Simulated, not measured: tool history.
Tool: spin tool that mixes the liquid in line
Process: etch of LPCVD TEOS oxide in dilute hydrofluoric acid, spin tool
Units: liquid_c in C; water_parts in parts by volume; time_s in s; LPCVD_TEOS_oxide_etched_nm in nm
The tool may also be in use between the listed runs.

run 1 hour=0.0 | liquid_c=22.0 water_parts=200 time_s=45 | LPCVD_TEOS_oxide_etched_nm=5.6257
run 2 hour=8.1 | liquid_c=22.0 water_parts=225 time_s=45 | LPCVD_TEOS_oxide_etched_nm=4.8649
run 3 hour=12.7 | liquid_c=22.0 water_parts=165 time_s=45 | LPCVD_TEOS_oxide_etched_nm=7.0733
run 4 hour=17.5 | liquid_c=25.5 water_parts=165 time_s=45 | LPCVD_TEOS_oxide_etched_nm=8.1212
-- hour=18.1 thermometer replaced
run 5 hour=18.1 | liquid_c=26.5 water_parts=145 time_s=45 | LPCVD_TEOS_oxide_etched_nm=10.4640
run 6 hour=23.7 | liquid_c=27.0 water_parts=135 time_s=45 | LPCVD_TEOS_oxide_etched_nm=11.5870
run 7 hour=31.3 | liquid_c=27.5 water_parts=125 time_s=45 | LPCVD_TEOS_oxide_etched_nm=12.7920
run 8 hour=33.0 | liquid_c=28.0 water_parts=120 time_s=45 | LPCVD_TEOS_oxide_etched_nm=13.7090
run 9 hour=40.6 | liquid_c=28.5 water_parts=115 time_s=45 | LPCVD_TEOS_oxide_etched_nm=14.7640
run 10 hour=47.4 | liquid_c=30.0 water_parts=80 time_s=45 | LPCVD_TEOS_oxide_etched_nm=23.5810
run 11 hour=49.6 | liquid_c=29.5 water_parts=80 time_s=45 | LPCVD_TEOS_oxide_etched_nm=23.0630
run 12 hour=58.5 | liquid_c=29.5 water_parts=80 time_s=45 | LPCVD_TEOS_oxide_etched_nm=23.0350

Run 13 comes next. What will it give?
run 13 hour=66.3 | liquid_c=29.0 water_parts=80 time_s=45 | LPCVD_TEOS_oxide_etched_nm=?

{"run 13": {"LPCVD_TEOS_oxide_etched_nm": 22.596}}
